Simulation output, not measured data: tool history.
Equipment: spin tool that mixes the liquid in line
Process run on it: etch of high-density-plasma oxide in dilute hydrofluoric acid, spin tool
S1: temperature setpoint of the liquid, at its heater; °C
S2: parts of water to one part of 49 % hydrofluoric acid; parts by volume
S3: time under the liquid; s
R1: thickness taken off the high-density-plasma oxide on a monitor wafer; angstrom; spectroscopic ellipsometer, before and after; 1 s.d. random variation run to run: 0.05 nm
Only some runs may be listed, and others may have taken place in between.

{"run": 1, "hour": 0.0, "S1": 21.0, "S2": 200, "S3": 85, "R1": 18.809}
{"run": 2, "hour": 0.6, "S1": 21.0, "S2": 140, "S3": 85, "R1": 28.122}
{"run": 3, "hour": 5.9, "S1": 23.5, "S2": 125, "S3": 85, "R1": 35.731}
{"run": 4, "hour": 13.5, "S1": 23.5, "S2": 185, "S3": 85, "R1": 22.019}
{"run": 5, "hour": 21.2, "S1": 26.5, "S2": 185, "S3": 85, "R1": 25.375}
{"run": 6, "hour": 29.6, "S1": 26.5, "S2": 125, "S3": 85, "R1": 39.24}

What will run 7 give?
{"run": 7, "hour": 37.5, "S1": 27.5, "S2": 120, "S3": 85, "R1": "?"}

Run 7 yielded R1 43.435 angstrom.
